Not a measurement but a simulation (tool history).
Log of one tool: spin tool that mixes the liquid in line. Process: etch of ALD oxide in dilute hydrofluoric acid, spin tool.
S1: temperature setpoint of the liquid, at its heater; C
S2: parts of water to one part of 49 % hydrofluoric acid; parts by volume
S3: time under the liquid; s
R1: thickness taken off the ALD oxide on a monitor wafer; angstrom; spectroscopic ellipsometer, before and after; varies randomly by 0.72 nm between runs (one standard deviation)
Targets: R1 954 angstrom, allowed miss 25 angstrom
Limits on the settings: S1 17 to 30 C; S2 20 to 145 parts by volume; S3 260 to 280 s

run	day	S1	S2	S3	R1
1	0	22	80	260	329.54
2	0.233	24	80	260	357.23
3	0.258	25	70	260	425.04
4	0.417	28.5	70	260	491.03
5	0.733	30	70	260	528.77
6	0.967	28.5	70	260	498.02
7	1.225	29	60	260	595.93
8	1.388	29	55	260	646.99
9	1.496	30	25	260	1548.2
10	1.775	26	25	260	1314.8
11	2.038	24.5	25	260	1252.8

4 next moves are on the table. One of them brings every result within its allowed miss. Which?
A	2.3	25	35	260	?
B	2.3	27	40	270	?
C	2.3	22.5	30	260	?
D	2.3	23.5	35	280	?

move	R1
A	897.08
B	878.47
C	948.99
D	907.66
A: takes the biggest miss from the last run beyond its target
B: takes the biggest miss from the last run beyond its target
C: all results in spec
D: takes the biggest miss from the last run beyond its target
Answer: C

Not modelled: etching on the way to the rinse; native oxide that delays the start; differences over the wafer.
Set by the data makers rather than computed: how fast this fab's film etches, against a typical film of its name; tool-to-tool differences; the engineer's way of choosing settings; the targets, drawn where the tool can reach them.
